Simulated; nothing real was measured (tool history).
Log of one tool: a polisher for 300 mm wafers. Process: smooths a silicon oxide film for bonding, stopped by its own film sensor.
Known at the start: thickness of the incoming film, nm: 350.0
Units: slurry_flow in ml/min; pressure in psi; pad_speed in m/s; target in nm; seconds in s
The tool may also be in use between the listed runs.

Run 1, hour 0: slurry_flow 195 ml/min, pressure 1.4 psi, pad_speed 0.88 m/s, slurry_solids 1, target 265 nm. Result: seconds 253.32 s.
Run 2, hour 5.9: slurry_flow 195 ml/min, pressure 1.4 psi, pad_speed 1 m/s, slurry_solids 1, target 265 nm. Result: seconds 233.22 s.
Run 3, hour 14.4: slurry_flow 230 ml/min, pressure 1.4 psi, pad_speed 1 m/s, slurry_solids 1, target 265 nm. Result: seconds 234.51 s.
Run 4, hour 17.4: slurry_flow 230 ml/min, pressure 1.1 psi, pad_speed 1 m/s, slurry_solids 1, target 265 nm. Result: seconds 288.94 s.
Run 5, hour 19.8: slurry_flow 230 ml/min, pressure 1.4 psi, pad_speed 1.02 m/s, slurry_solids 1, target 265 nm. Result: seconds 229.38 s.
Run 6, hour 26.9: slurry_flow 230 ml/min, pressure 1.6 psi, pad_speed 1.04 m/s, slurry_solids 1, target 265 nm. Result: seconds 199.72 s.

Forecast run 7:
Run 7, hour 34.1: slurry_flow 230 ml/min, pressure 1.7 psi, pad_speed 1.06 m/s, slurry_solids 1, target 265 nm. Result: seconds ?.

Run 7 gave seconds 189.02 s.
